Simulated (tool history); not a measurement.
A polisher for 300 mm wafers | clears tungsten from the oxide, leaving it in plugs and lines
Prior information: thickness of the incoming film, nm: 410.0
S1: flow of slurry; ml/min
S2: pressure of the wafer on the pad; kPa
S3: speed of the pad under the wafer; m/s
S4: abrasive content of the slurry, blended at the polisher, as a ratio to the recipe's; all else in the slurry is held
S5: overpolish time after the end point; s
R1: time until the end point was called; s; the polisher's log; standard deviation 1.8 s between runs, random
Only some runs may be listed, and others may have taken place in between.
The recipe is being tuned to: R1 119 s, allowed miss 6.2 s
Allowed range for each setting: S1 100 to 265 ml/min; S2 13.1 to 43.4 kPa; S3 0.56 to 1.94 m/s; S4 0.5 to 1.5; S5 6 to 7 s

run	hour	S1	S2	S3	S4	S5	R1
1	0	170	28.3	1.24	1	7	58.28
2	8.6	170	28.3	1.24	1	7	58.238
3	15.1	170	28.3	1.24	0.8	7	63.292
4	20.9	170	25.5	1.24	0.8	7	66.72
5	28.9	170	25.5	1.24	0.8	6	67.854
6	30.6	210	25.5	1.24	0.8	6	66.8
7	33	210	22.8	1.16	0.8	6	77.42
8	34.3	210	20.7	1.12	0.8	6	86.589
9	36.5	210	18.6	1.1	0.8	6	93.636
10	37.3	210	17.2	1.08	0.8	6	103.6
11	40.4	210	17.2	1.08	0.8	6	102.71
12	43.4	210	16.5	1.08	0.8	6	106.19
13	44.3	210	15.9	1.08	0.8	6	111.79

4 candidate next runs follow, results not yet known. Just one meets every target within its allowed miss. Identify it.
A	45.2	190	18.6	1.16	0.75	6	?
B	45.2	225	13.8	1.26	0.85	7	?
C	45.2	210	15.9	0.98	0.85	6	?
D	45.2	175	13.1	1.32	1	6	?

move	R1
A	93.312
B	106.44
C	116.74
D	105.77
A: its largest miss is bigger than the last run's
B: its largest miss is bigger than the last run's
C: hits every target within its allowed miss
D: its largest miss is bigger than the last run's
C meets every target.
